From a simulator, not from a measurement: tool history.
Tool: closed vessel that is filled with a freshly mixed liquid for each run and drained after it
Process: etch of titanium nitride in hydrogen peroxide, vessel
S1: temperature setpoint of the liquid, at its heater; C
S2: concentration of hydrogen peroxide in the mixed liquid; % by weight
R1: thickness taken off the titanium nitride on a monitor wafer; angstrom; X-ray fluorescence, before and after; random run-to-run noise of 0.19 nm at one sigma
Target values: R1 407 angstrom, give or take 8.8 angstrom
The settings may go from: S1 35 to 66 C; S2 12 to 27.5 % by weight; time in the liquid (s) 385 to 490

{"run": 1, "hour": 0.0, "S1": 51, "S2": 18.5, "time in the liquid (s)": 490, "R1": 167.4}
{"run": 2, "hour": 3.1, "S1": 51, "S2": 18.5, "time in the liquid (s)": 385, "R1": 131.28}
{"run": 3, "hour": 6.3, "S1": 51, "S2": 18.5, "time in the liquid (s)": 385, "R1": 132.16}
{"run": 4, "hour": 12.8, "S1": 54.5, "S2": 19, "time in the liquid (s)": 390, "R1": 172.47}
{"run": 5, "hour": 20.3, "S1": 57, "S2": 20, "time in the liquid (s)": 400, "R1": 212.21}
{"run": 6, "hour": 28.6, "S1": 57, "S2": 20, "time in the liquid (s)": 385, "R1": 203.94}
{"run": 7, "hour": 29.5, "S1": 59, "S2": 20.5, "time in the liquid (s)": 395, "R1": 242.48}
{"run": 8, "hour": 31.5, "S1": 60.5, "S2": 21, "time in the liquid (s)": 400, "R1": 274.27}
{"run": 9, "hour": 32.1, "S1": 60.5, "S2": 21, "time in the liquid (s)": 400, "R1": 270.45}
{"run": 10, "hour": 36.4, "S1": 62, "S2": 21.5, "time in the liquid (s)": 405, "R1": 306.99}
{"run": 11, "hour": 39.5, "S1": 63, "S2": 21.5, "time in the liquid (s)": 405, "R1": 328.55}
{"run": 12, "hour": 43.0, "S1": 63.5, "S2": 21.5, "time in the liquid (s)": 405, "R1": 338.56}
{"run": 13, "hour": 44.0, "S1": 64, "S2": 21.5, "time in the liquid (s)": 405, "R1": 350.59}
{"run": 14, "hour": 49.4, "S1": 64.5, "S2": 21.5, "time in the liquid (s)": 405, "R1": 362.85}
{"hour": 55.4, "done": "new drum of peroxide connected"}
{"run": 15, "hour": 55.4, "S1": 65, "S2": 21.5, "time in the liquid (s)": 405, "R1": 377.41}
{"run": 16, "hour": 58.8, "S1": 65.5, "S2": 21.5, "time in the liquid (s)": 405, "R1": 389.86}

Which one of the following 4 next-run settings gets every result inside its allowed miss? There is exactly one.
{"run": "A", "hour": 62.2, "S1": 65, "S2": 23, "time in the liquid (s)": 430, "R1": "?"}
{"run": "B", "hour": 62.2, "S1": 65, "S2": 25.5, "time in the liquid (s)": 385, "R1": "?"}
{"run": "C", "hour": 62.2, "S1": 66, "S2": 17.5, "time in the liquid (s)": 385, "R1": "?"}
{"run": "D", "hour": 62.2, "S1": 63.5, "S2": 21, "time in the liquid (s)": 455, "R1": "?"}

move=A R1=405.95
move=B R1=371.71
move=C R1=366.08
move=D R1=381.35
A: all results land within tolerance of their targets
B: its largest miss is bigger than the last run's
C: its largest miss is bigger than the last run's
D: its largest miss is bigger than the last run's
Answer: A

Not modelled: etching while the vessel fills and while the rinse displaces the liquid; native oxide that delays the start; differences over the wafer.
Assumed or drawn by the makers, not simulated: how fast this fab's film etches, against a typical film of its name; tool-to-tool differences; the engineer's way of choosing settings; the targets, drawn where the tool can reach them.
